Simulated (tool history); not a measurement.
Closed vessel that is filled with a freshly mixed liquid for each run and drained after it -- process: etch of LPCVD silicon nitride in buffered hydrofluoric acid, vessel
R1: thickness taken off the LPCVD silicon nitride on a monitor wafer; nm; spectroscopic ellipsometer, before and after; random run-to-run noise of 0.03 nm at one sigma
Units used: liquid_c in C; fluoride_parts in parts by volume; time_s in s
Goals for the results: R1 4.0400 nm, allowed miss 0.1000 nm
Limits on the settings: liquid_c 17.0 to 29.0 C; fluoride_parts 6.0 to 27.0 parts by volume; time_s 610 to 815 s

run 1 day=0.000 | liquid_c=21.0 fluoride_parts=16.5 time_s=815 | R1=5.2265
run 2 day=0.329 | liquid_c=21.0 fluoride_parts=21.0 time_s=815 | R1=4.1405
run 3 day=0.675 | liquid_c=23.0 fluoride_parts=21.0 time_s=815 | R1=4.6782
run 4 day=1.033 | liquid_c=23.0 fluoride_parts=21.0 time_s=815 | R1=4.7211
run 5 day=1.121 | liquid_c=25.0 fluoride_parts=21.0 time_s=815 | R1=5.2309
run 6 day=1.421 | liquid_c=27.0 fluoride_parts=21.0 time_s=815 | R1=5.8333
run 7 day=1.638 | liquid_c=25.0 fluoride_parts=21.0 time_s=815 | R1=5.2088
run 8 day=1.904 | liquid_c=23.5 fluoride_parts=21.0 time_s=815 | R1=4.8525
run 9 day=1.996 | liquid_c=23.5 fluoride_parts=21.0 time_s=815 | R1=4.8100
run 10 day=2.329 | liquid_c=22.5 fluoride_parts=21.0 time_s=815 | R1=4.5415
run 11 day=2.712 | liquid_c=22.0 fluoride_parts=21.0 time_s=815 | R1=4.4161

Exercise: of the 5 proposed moves below, exactly one satisfies all targets within the stated allowed misses. Which move is it?
run A day=3.096 | liquid_c=20.5 fluoride_parts=22.0 time_s=790 | R1=?
run B day=3.096 | liquid_c=21.5 fluoride_parts=19.0 time_s=760 | R1=?
run C day=3.096 | liquid_c=23.5 fluoride_parts=19.0 time_s=760 | R1=?
run D day=3.096 | liquid_c=23.0 fluoride_parts=22.0 time_s=790 | R1=?
run E day=3.096 | liquid_c=20.5 fluoride_parts=19.5 time_s=760 | R1=?

move=A R1=3.8197
move=B R1=4.3651
move=C R1=4.8750
move=D R1=4.3890
move=E R1=4.0237
A: the result that was furthest off in the last run now lies on the other side of its target
B: an improvement on the last run, though not all results are within tolerance
C: further off than the last run
D: an improvement on the last run, though not all results are within tolerance
E: in spec on every target
The right move is E.
